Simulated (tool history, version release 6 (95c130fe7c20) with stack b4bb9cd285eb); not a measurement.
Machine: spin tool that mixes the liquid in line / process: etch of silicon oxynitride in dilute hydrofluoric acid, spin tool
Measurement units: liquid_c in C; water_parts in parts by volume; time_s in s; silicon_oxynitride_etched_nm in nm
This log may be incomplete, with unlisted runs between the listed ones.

Run 1, day 0.000: liquid_c 23.0 C, water_parts 210 parts by volume, time_s 75 s. Result: silicon_oxynitride_etched_nm 0.38838 nm.
Run 2, day 0.338: liquid_c 22.5 C, water_parts 220 parts by volume, time_s 75 s. Result: silicon_oxynitride_etched_nm 0.37997 nm.
Run 3, day 0.688: liquid_c 22.5 C, water_parts 235 parts by volume, time_s 70 s. Result: silicon_oxynitride_etched_nm 0.32485 nm.
Run 4, day 0.804: liquid_c 22.5 C, water_parts 210 parts by volume, time_s 70 s. Result: silicon_oxynitride_etched_nm 0.40382 nm.
Run 5, day 1.004: liquid_c 19.5 C, water_parts 210 parts by volume, time_s 70 s. Result: silicon_oxynitride_etched_nm 0.33104 nm.
Run 6, day 1.046: liquid_c 19.5 C, water_parts 215 parts by volume, time_s 70 s. Result: silicon_oxynitride_etched_nm 0.32994 nm.

Forecast run 7:
Run 7, day 1.304: liquid_c 19.5 C, water_parts 220 parts by volume, time_s 70 s. Result: silicon_oxynitride_etched_nm ?.

Run 7 came out at silicon_oxynitride_etched_nm 0.33903 nm.

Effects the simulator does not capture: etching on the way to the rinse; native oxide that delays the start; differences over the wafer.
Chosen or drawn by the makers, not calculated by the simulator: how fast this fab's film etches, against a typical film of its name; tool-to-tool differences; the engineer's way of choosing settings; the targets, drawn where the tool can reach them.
